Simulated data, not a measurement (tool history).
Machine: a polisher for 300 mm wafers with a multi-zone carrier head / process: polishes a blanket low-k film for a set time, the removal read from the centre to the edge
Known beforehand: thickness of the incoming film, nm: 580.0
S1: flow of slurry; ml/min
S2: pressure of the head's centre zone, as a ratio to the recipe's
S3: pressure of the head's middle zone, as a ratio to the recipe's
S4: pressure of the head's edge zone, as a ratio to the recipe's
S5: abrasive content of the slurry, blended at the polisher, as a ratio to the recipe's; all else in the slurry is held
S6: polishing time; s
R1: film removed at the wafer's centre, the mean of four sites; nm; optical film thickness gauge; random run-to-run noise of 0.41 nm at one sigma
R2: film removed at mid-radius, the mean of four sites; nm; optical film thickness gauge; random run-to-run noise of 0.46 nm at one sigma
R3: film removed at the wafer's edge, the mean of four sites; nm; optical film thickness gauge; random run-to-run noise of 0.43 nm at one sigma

run	day	S1	S2	S3	S4	S5	S6	R1	R2	R3
1	0	270	1	1	1	1	60	20.442	20.054	20.155
2	0.108	270	1	0.96	1	1	60	20.866	19.6	20.609
3	0.342	230	1	0.96	1	1	60	19.736	19.042	20.194
4	0.371	230	0.95	0.96	1	1	60	19.15	19.151	19.467
5	0.425	250	0.97	0.99	0.99	1.1	62	21.465	21.435	22.084
6	0.696	250	1	0.99	0.99	1.1	62	21.651	21.753	21.559
7	0.946	265	1.02	1	0.99	1.15	63	23.054	22.876	23.028
8	1.246	280	1.05	1.02	0.98	1.2	64	24.741	23.633	24.189
9	1.375	285	1.06	1.05	0.96	1.25	65	26.41	25.226	24.128

Run 10, settings as shown, results not yet in. Your forecast:
10	1.654	285	1.08	1.15	1.06	1.5	71	?	?	?

Run 10 gave R1 32.244 nm, R2 32.031 nm, R3 29.587 nm.
